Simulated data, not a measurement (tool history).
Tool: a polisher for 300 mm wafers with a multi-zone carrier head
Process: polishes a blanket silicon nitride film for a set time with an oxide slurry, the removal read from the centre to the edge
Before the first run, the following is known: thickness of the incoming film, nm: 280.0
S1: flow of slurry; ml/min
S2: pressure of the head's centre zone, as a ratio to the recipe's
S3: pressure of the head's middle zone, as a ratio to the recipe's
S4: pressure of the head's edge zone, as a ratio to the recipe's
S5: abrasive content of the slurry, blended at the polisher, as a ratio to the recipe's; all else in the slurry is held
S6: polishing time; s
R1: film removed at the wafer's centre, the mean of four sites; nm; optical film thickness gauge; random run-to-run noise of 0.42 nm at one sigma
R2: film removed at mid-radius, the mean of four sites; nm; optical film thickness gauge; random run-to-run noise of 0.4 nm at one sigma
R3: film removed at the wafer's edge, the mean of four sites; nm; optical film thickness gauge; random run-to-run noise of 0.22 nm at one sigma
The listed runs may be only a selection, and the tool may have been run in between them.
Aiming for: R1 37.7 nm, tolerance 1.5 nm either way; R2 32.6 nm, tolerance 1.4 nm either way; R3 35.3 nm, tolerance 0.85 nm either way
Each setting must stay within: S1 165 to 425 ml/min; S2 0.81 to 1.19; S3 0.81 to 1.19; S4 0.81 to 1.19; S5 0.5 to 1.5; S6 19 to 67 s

run	hour	S1	S2	S3	S4	S5	S6	R1	R2	R3
1	0	275	1	1	1	1	43	25.307	23.922	24.77
2	8.3	275	1	1	0.96	1	43	25.285	24.014	24.464
3	16.3	230	1	1	0.96	1	43	24.435	23.811	24.056
4	23.3	230	1	1	1.02	1	43	24.417	23.752	24.921
5	23.8	230	1	1	1.02	1	34	19.692	18.835	19.552
6	29.5	245	1.03	1.01	1.05	1.15	37	23.67	21.745	23.189
7	35	255	1.05	1.03	1.08	1.25	39	25.84	24.965	26.26
8	36.7	280	1.09	1.03	1.1	1.3	40	28.792	26.516	27.706
9	45.1	285	1.11	1.02	1.12	1.35	41	30.012	27.373	28.73
10	48.7	285	1.11	1.02	1.12	1.35	41	30.287	26.117	28.699
11	49.4	290	1.12	1.03	1.13	1.4	42	31.857	28.147	30.007

Below are 5 possible settings for the next run. Only one of them brings all results inside the allowed miss of their targets. Which is it?
A	50.1	195	1.16	1.03	1.13	1.45	51	?	?	?
B	50.1	335	1.01	1.19	1.19	1.4	44	?	?	?
C	50.1	240	1.07	0.94	1.19	1.4	40	?	?	?
D	50.1	320	1.09	0.89	1.19	1.45	49	?	?	?
E	50.1	245	0.82	0.88	1.19	1.5	52	?	?	?

move	R1	R2	R3
A	37.831	33.308	35.506
B	30.325	34.45	32.668
C	27.97	24.664	28.952
D	36.698	30.247	36.891
E	28.608	31.274	38.734
A: every result within its allowed miss
B: moves toward the targets from the last run without getting all of them in spec
C: further off than the last run
D: takes the biggest miss from the last run beyond its target
E: takes the biggest miss from the last run beyond its target
Answer: A

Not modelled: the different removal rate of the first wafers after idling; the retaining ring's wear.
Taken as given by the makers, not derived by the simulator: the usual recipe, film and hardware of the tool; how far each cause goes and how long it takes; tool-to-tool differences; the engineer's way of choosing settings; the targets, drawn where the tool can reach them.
